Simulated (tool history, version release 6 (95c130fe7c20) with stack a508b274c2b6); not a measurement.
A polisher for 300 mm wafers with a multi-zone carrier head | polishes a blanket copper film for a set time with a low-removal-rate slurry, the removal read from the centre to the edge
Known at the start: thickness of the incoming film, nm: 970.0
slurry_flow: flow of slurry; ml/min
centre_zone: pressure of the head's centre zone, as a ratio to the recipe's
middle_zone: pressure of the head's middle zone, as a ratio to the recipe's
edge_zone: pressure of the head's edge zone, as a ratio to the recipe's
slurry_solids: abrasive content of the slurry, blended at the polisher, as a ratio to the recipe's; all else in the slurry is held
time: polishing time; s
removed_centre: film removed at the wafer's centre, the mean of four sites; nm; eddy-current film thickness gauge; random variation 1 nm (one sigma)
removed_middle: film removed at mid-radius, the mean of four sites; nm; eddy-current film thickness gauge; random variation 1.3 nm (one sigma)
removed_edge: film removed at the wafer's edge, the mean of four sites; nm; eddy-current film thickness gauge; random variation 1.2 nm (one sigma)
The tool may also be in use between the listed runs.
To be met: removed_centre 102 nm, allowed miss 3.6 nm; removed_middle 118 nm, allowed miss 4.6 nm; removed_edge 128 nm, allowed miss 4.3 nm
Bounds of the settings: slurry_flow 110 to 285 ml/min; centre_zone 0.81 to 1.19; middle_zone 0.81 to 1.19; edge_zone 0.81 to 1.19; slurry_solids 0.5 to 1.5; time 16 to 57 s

run	hour	slurry_flow	centre_zone	middle_zone	edge_zone	slurry_solids	time	removed_centre	removed_middle	removed_edge
1	0	180	1	1	1	1	36	123.11	119.45	114.49
2	4.4	180	1	1	1.08	1	36	123.73	120.75	120.19
3	6.6	180	1	1	1.08	1	44	151.54	150.01	145.6
4	7.9	180	1	0.96	1.08	1	44	150.79	147.22	146.73
5	13	180	1	0.96	1.08	0.9	44	145.78	141.51	141.31
6	15	165	0.94	0.94	1.09	0.8	44	135.48	132.4	139.26
7	17.1	145	0.9	0.98	1.12	0.75	43	120.11	129.92	134.08
# hour 25.6: edge zone pressure recalibrated
8	25.6	115	0.81	0.93	1.13	0.6	43	99.3	117.2	131.16

Which of these 4 next moves meets every target?
A	34.1	160	0.81	1	1.19	0.55	43	?	?	?
B	34.1	130	0.86	0.99	1.14	0.5	42	?	?	?
C	34.1	110	0.81	0.91	1.14	0.55	45	?	?	?
D	34.1	130	0.86	0.86	1.16	0.65	44	?	?	?

move	removed_centre	removed_middle	removed_edge
A	103.16	125.68	138.95
B	101.14	115.83	127.2
C	100.36	116.94	136.03
D	111.53	118.06	141.79
A: brings the result that was furthest off to its target, and leaves another outside
B: meets every target
C: brings the result that was furthest off to its target, and leaves another outside
D: takes the result that was furthest off past its target
Answer: B
